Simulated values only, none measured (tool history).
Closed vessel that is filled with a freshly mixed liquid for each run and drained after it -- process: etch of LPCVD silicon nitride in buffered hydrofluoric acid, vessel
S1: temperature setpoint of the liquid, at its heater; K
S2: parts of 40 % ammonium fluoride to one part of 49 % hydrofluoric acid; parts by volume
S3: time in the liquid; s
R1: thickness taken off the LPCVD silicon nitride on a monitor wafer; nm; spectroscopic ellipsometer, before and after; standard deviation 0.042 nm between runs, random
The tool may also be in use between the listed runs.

run 1 hour=0 | S1=295.15 S2=10.5 S3=430 | R1=5.1733
run 2 hour=4.3 | S1=295.15 S2=12 S3=430 | R1=4.5171
run 3 hour=6.1 | S1=295.15 S2=12 S3=430 | R1=4.5472
run 4 hour=13.4 | S1=296.15 S2=12 S3=430 | R1=4.7499
run 5 hour=17.2 | S1=296.15 S2=10 S3=430 | R1=5.6648
run 6 hour=18.3 | S1=297.15 S2=10 S3=430 | R1=5.9664

Run 7 comes next. What will it give?
run 7 hour=26.4 | S1=298.15 S2=10 S3=430 | R1=?

R1: 6.3221 nm

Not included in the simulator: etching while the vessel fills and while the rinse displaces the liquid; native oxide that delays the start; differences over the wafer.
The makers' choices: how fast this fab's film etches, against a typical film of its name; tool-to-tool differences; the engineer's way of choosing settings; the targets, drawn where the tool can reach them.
